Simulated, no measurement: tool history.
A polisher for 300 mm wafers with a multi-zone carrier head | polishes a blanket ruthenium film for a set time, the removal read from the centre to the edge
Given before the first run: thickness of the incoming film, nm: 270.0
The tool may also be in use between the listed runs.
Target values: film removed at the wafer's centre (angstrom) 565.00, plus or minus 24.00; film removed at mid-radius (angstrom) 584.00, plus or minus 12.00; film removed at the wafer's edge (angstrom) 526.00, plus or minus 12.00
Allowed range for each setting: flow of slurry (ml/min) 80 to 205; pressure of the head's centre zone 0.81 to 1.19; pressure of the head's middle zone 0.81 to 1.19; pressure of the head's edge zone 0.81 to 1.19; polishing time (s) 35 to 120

| run | hour | flow of slurry (ml/min) | pressure of the head's centre zone | pressure of the head's middle zone | pressure of the head's edge zone | polishing time (s) | film removed at the wafer's centre (angstrom) | film removed at mid-radius (angstrom) | film removed at the wafer's edge (angstrom) |
|---|---|---|---|---|---|---|---|---|---|
| 1 | 0.0 | 135 | 1.00 | 1.00 | 1.00 | 77 | 942.43 | 921.11 | 902.44 |
| 2 | 2.5 | 135 | 1.00 | 1.06 | 1.00 | 77 | 903.48 | 958.23 | 903.53 |
| 3 | 7.6 | 135 | 1.00 | 1.13 | 1.00 | 77 | 918.57 | 1012.90 | 902.39 |
| 4 | 13.1 | 130 | 1.00 | 1.10 | 0.96 | 69 | 832.75 | 888.83 | 798.12 |
| 5 | 14.5 | 130 | 0.95 | 1.10 | 0.96 | 69 | 789.45 | 880.50 | 793.27 |
| 6 | 17.9 | 125 | 0.95 | 1.08 | 0.93 | 63 | 710.03 | 793.97 | 712.09 |
| 7 | 20.5 | 120 | 0.96 | 1.06 | 0.90 | 59 | 667.69 | 730.94 | 649.37 |
| 8 | 28.7 | 115 | 0.96 | 1.04 | 0.88 | 57 | 627.09 | 681.05 | 624.33 |
| 9 | 33.6 | 115 | 0.97 | 1.04 | 0.86 | 55 | 640.23 | 657.32 | 595.96 |
| 10 | 36.8 | 110 | 0.97 | 1.04 | 0.85 | 54 | 598.15 | 640.43 | 578.86 |
| 11 | 39.2 | 105 | 0.98 | 1.04 | 0.84 | 53 | 592.72 | 622.81 | 563.83 |
| 12 | 45.5 | 100 | 0.99 | 1.04 | 0.83 | 53 | 588.38 | 610.46 | 556.89 |
| 13 | 47.4 | 95 | 1.00 | 1.05 | 0.83 | 52 | 584.60 | 595.54 | 542.93 |
| 14 | 50.8 | 95 | 1.00 | 1.05 | 0.83 | 52 | 586.29 | 594.88 | 542.19 |

Of the 5 settings listed for the next run, only one would bring every result within its allowed miss of target. Which one?
| A | 54.2 | 145 | 1.09 | 1.09 | 0.81 | 45 | ? | ? | ? |
| B | 54.2 | 100 | 1.00 | 1.05 | 0.83 | 50 | ? | ? | ? |
| C | 54.2 | 90 | 0.99 | 1.06 | 0.89 | 54 | ? | ? | ? |
| D | 54.2 | 80 | 1.05 | 1.08 | 0.93 | 52 | ? | ? | ? |
| E | 54.2 | 85 | 1.03 | 1.01 | 0.93 | 53 | ? | ? | ? |

| move | film removed at the wafer's centre (angstrom) | film removed at mid-radius (angstrom) | film removed at the wafer's edge (angstrom) |
|---|---|---|---|
| A | 595.33 | 582.42 | 496.27 |
| B | 564.51 | 585.84 | 530.64 |
| C | 589.11 | 624.09 | 579.17 |
| D | 582.14 | 595.02 | 557.26 |
| E | 591.45 | 580.62 | 573.57 |
A: carries the result that was furthest off beyond its target, to the other side
B: in spec on every target
C: moves away from the targets compared with the last run
D: moves away from the targets compared with the last run
E: moves away from the targets compared with the last run
So the answer is move B, the one that meets all the targets.
